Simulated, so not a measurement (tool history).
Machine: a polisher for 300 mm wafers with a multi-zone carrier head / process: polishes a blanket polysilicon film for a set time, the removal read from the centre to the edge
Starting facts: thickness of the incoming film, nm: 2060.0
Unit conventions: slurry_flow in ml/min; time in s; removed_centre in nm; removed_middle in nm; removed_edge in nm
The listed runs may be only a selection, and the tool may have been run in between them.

{"run": 1, "day": 0.0, "slurry_flow": 180, "centre_zone": 1, "middle_zone": 1, "edge_zone": 1, "time": 35, "removed_centre": 186.13, "removed_middle": 187.15, "removed_edge": 184.65}
{"run": 2, "day": 0.254, "slurry_flow": 180, "centre_zone": 1, "middle_zone": 1, "edge_zone": 1, "time": 39, "removed_centre": 206.47, "removed_middle": 207.93, "removed_edge": 208.5}
{"run": 3, "day": 0.288, "slurry_flow": 180, "centre_zone": 1, "middle_zone": 1, "edge_zone": 1.06, "time": 39, "removed_centre": 207.76, "removed_middle": 207.77, "removed_edge": 209.51}
{"run": 4, "day": 0.433, "slurry_flow": 180, "centre_zone": 1.08, "middle_zone": 1, "edge_zone": 1.06, "time": 39, "removed_centre": 223.23, "removed_middle": 205.17, "removed_edge": 210.46}
{"run": 5, "day": 0.55, "slurry_flow": 145, "centre_zone": 1.08, "middle_zone": 1, "edge_zone": 1.06, "time": 39, "removed_centre": 208.39, "removed_middle": 198.67, "removed_edge": 203.89}
{"run": 6, "day": 0.604, "slurry_flow": 165, "centre_zone": 1.08, "middle_zone": 1, "edge_zone": 1.08, "time": 40, "removed_centre": 224.25, "removed_middle": 208.04, "removed_edge": 217.97}
{"day": 0.742, "done": "worn pad replaced by a new one"}
{"run": 7, "day": 0.742, "slurry_flow": 215, "centre_zone": 1.1, "middle_zone": 1.09, "edge_zone": 1.18, "time": 41, "removed_centre": 256.85, "removed_middle": 252.21, "removed_edge": 255.9}

Run 8, settings as shown, results not yet in. Your forecast:
{"run": 8, "day": 0.925, "slurry_flow": 215, "centre_zone": 1.11, "middle_zone": 1.08, "edge_zone": 1.18, "time": 41, "removed_centre": "?", "removed_middle": "?", "removed_edge": "?"}

removed_centre: 258.83 nm
removed_middle: 249.15 nm
removed_edge: 249.72 nm
